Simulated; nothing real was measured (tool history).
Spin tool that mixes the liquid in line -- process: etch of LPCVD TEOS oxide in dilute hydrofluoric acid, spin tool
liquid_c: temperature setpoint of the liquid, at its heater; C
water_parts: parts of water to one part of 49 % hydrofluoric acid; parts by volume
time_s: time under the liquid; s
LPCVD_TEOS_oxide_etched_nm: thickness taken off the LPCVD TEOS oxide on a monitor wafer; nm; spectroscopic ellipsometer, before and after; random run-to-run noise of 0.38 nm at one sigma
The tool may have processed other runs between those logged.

run	hour	liquid_c	water_parts	time_s	LPCVD_TEOS_oxide_etched_nm
1	0.0	21.0	190	280	71.362
2	2.2	20.5	200	280	65.853
3	3.6	17.0	200	280	56.556
4	10.2	17.0	200	280	56.667
5	12.7	17.0	205	280	55.862
6	15.9	17.0	205	280	56.051

Predict the results of run 7:
7	22.8	17.0	210	280	?

{"run 7": {"LPCVD_TEOS_oxide_etched_nm": 53.794}}
